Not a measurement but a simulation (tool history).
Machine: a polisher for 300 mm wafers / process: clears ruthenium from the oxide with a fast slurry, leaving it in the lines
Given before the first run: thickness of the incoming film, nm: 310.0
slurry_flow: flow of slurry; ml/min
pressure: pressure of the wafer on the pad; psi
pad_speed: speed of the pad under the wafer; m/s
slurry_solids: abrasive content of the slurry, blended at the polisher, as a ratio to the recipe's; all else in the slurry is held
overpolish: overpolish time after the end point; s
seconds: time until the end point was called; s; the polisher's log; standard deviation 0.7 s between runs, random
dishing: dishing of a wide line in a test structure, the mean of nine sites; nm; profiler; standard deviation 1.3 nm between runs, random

run,hour,slurry_flow,pressure,pad_speed,slurry_solids,overpolish,seconds,dishing
1,0.0,195,2.6,1.06,1.00,20,69.853,42.604
2,4.4,195,3.0,1.10,1.00,21,58.498,46.757
3,12.0,195,3.3,1.14,1.00,22,53.110,49.549
4,12.7,195,3.3,1.14,1.00,25,54.878,53.551
5,18.9,195,3.3,1.34,1.00,25,45.843,54.692
6,20.5,195,3.3,1.34,1.15,25,44.178,55.452
7,24.3,195,3.4,1.36,1.15,25,42.221,54.899

Run 8 has not been measured yet. What should we expect?
8,30.3,195,3.5,1.36,1.15,25,?,?

Run 8 came out at seconds 41.908 s, dishing 57.286 nm.
